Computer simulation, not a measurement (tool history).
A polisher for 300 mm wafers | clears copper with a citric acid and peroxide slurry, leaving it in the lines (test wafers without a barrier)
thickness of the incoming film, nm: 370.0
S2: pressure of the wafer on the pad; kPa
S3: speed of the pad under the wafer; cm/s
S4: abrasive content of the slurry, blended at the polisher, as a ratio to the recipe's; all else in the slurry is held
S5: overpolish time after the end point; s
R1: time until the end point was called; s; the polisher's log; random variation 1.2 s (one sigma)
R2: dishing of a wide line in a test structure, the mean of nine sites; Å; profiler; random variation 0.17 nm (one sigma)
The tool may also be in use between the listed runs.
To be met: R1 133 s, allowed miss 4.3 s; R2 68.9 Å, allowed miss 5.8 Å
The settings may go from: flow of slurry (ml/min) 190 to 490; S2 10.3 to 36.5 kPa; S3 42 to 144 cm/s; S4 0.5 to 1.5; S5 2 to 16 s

{"run": 1, "hour": 0.0, "flow of slurry (ml/min)": 315, "S2": 23.4, "S3": 92, "S4": 1, "S5": 8, "R1": 163.8, "R2": 138.65}
{"run": 2, "hour": 2.8, "flow of slurry (ml/min)": 315, "S2": 24.1, "S3": 92, "S4": 1, "S5": 6, "R1": 162.26, "R2": 113.54}
{"run": 3, "hour": 7.3, "flow of slurry (ml/min)": 315, "S2": 24.8, "S3": 94, "S4": 1, "S5": 5, "R1": 153.77, "R2": 98.545}
{"run": 4, "hour": 15.8, "flow of slurry (ml/min)": 315, "S2": 24.8, "S3": 102, "S4": 1, "S5": 5, "R1": 140.07, "R2": 103.46}
{"run": 5, "hour": 21.2, "flow of slurry (ml/min)": 305, "S2": 24.8, "S3": 104, "S4": 0.95, "S5": 4, "R1": 140.79, "R2": 85.595}
{"run": 6, "hour": 22.4, "flow of slurry (ml/min)": 305, "S2": 24.8, "S3": 126, "S4": 0.95, "S5": 4, "R1": 117.21, "R2": 104.63}
{"run": 7, "hour": 24.3, "flow of slurry (ml/min)": 320, "S2": 21.4, "S3": 122, "S4": 1.05, "S5": 2, "R1": 137.8, "R2": 43.494}
{"run": 8, "hour": 31.5, "flow of slurry (ml/min)": 315, "S2": 22.1, "S3": 120, "S4": 1, "S5": 2, "R1": 135.84, "R2": 47.656}
{"run": 9, "hour": 39.7, "flow of slurry (ml/min)": 310, "S2": 22.8, "S3": 120, "S4": 0.95, "S5": 2, "R1": 133.19, "R2": 44.106}
{"run": 10, "hour": 41.5, "flow of slurry (ml/min)": 330, "S2": 21.4, "S3": 122, "S4": 1.2, "S5": 5, "R1": 130, "R2": 112.18}
{"run": 11, "hour": 47.3, "flow of slurry (ml/min)": 330, "S2": 21.4, "S3": 124, "S4": 1.15, "S5": 5, "R1": 131.99, "R2": 112.58}
{"run": 12, "hour": 50.0, "flow of slurry (ml/min)": 285, "S2": 17.2, "S3": 122, "S4": 1.4, "S5": 2, "R1": 157.8, "R2": 38.455}
{"run": 13, "hour": 51.3, "flow of slurry (ml/min)": 310, "S2": 17.9, "S3": 122, "S4": 1.4, "S5": 2, "R1": 149.7, "R2": 40.831}
{"run": 14, "hour": 57.1, "flow of slurry (ml/min)": 320, "S2": 18.6, "S3": 122, "S4": 1.4, "S5": 2, "R1": 145.36, "R2": 41.111}
{"run": 15, "hour": 63.2, "flow of slurry (ml/min)": 315, "S2": 19.3, "S3": 122, "S4": 1.4, "S5": 2, "R1": 143, "R2": 44.084}

Which of these 5 next moves meets every target?
{"run": "A", "hour": 69.3, "flow of slurry (ml/min)": 240, "S2": 17.2, "S3": 136, "S4": 1.5, "S5": 4, "R1": "?", "R2": "?"}
{"run": "B", "hour": 69.3, "flow of slurry (ml/min)": 255, "S2": 20, "S3": 128, "S4": 1.3, "S5": 4, "R1": "?", "R2": "?"}
{"run": "C", "hour": 69.3, "flow of slurry (ml/min)": 355, "S2": 18.6, "S3": 124, "S4": 1.45, "S5": 3, "R1": "?", "R2": "?"}
{"run": "D", "hour": 69.3, "flow of slurry (ml/min)": 350, "S2": 20, "S3": 124, "S4": 1.4, "S5": 4, "R1": "?", "R2": "?"}
{"run": "E", "hour": 69.3, "flow of slurry (ml/min)": 315, "S2": 20.7, "S3": 122, "S4": 1.3, "S5": 3, "R1": "?", "R2": "?"}

move=A R1=142.92 R2=84.161
move=B R1=134.69 R2=89.328
move=C R1=140.69 R2=64.874
move=D R1=132.47 R2=90.761
move=E R1=133.66 R2=68.273
A: takes the result that was furthest off past its target
B: takes the result that was furthest off past its target
C: brings the result that was furthest off to its target, and leaves another outside
D: takes the result that was furthest off past its target
E: meets every target
Answer: E
